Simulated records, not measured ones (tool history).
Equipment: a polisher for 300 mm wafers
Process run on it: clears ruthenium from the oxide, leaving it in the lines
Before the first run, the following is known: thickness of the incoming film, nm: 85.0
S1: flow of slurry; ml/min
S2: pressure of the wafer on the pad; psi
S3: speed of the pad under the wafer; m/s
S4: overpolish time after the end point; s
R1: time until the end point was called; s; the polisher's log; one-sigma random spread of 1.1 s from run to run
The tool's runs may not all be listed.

run,day,S1,S2,S3,S4,R1
1,0.000,230,2.1,0.90,5,94.268
2,0.100,230,2.1,1.02,5,84.529
3,0.429,230,2.0,1.02,5,88.974
4,0.683,280,2.0,1.02,5,86.143
5,0.933,280,2.4,1.02,5,73.957
6,1.221,280,2.4,1.02,5,74.035
7,1.458,280,2.2,1.02,5,81.761
8,1.725,280,2.0,1.02,5,87.861
# day 1.846: head pressure recalibrated
9,1.846,280,1.9,1.02,5,86.422

The next listed run, before its measurement:
10,1.867,270,1.7,1.02,5,?

Run 10 produced R1 96.393 s.
